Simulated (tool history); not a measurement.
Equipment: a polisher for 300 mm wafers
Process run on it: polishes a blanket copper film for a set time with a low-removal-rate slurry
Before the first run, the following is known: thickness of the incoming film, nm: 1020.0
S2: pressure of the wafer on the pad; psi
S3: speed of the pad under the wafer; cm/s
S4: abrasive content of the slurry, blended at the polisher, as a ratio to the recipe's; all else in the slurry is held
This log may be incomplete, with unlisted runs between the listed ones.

run 1 hour=0.0 | flow_of_slurry_(ml/min)=140 S2=2.7 S3=90 S4=1.00 polishing_time_(s)=113 | film_removed_(angstrom)=2750.1
run 2 hour=4.1 | flow_of_slurry_(ml/min)=110 S2=2.7 S3=90 S4=1.00 polishing_time_(s)=113 | film_removed_(angstrom)=2598.0
run 3 hour=10.3 | flow_of_slurry_(ml/min)=115 S2=2.9 S3=90 S4=1.00 polishing_time_(s)=113 | film_removed_(angstrom)=2880.3
run 4 hour=17.6 | flow_of_slurry_(ml/min)=115 S2=2.7 S3=90 S4=1.00 polishing_time_(s)=113 | film_removed_(angstrom)=2704.9
run 5 hour=25.0 | flow_of_slurry_(ml/min)=115 S2=2.7 S3=90 S4=1.15 polishing_time_(s)=113 | film_removed_(angstrom)=2752.6
run 6 hour=25.8 | flow_of_slurry_(ml/min)=120 S2=2.9 S3=90 S4=1.15 polishing_time_(s)=113 | film_removed_(angstrom)=3006.6
run 7 hour=31.6 | flow_of_slurry_(ml/min)=140 S2=3.6 S3=92 S4=1.15 polishing_time_(s)=113 | film_removed_(angstrom)=3872.1
run 8 hour=39.7 | flow_of_slurry_(ml/min)=140 S2=3.7 S3=92 S4=1.15 polishing_time_(s)=113 | film_removed_(angstrom)=3849.8

Run 9 is up next; what results do you expect?
run 9 hour=43.2 | flow_of_slurry_(ml/min)=140 S2=3.8 S3=92 S4=1.15 polishing_time_(s)=113 | film_removed_(angstrom)=?

{"run 9": {"film removed (angstrom)": 4061.5}}
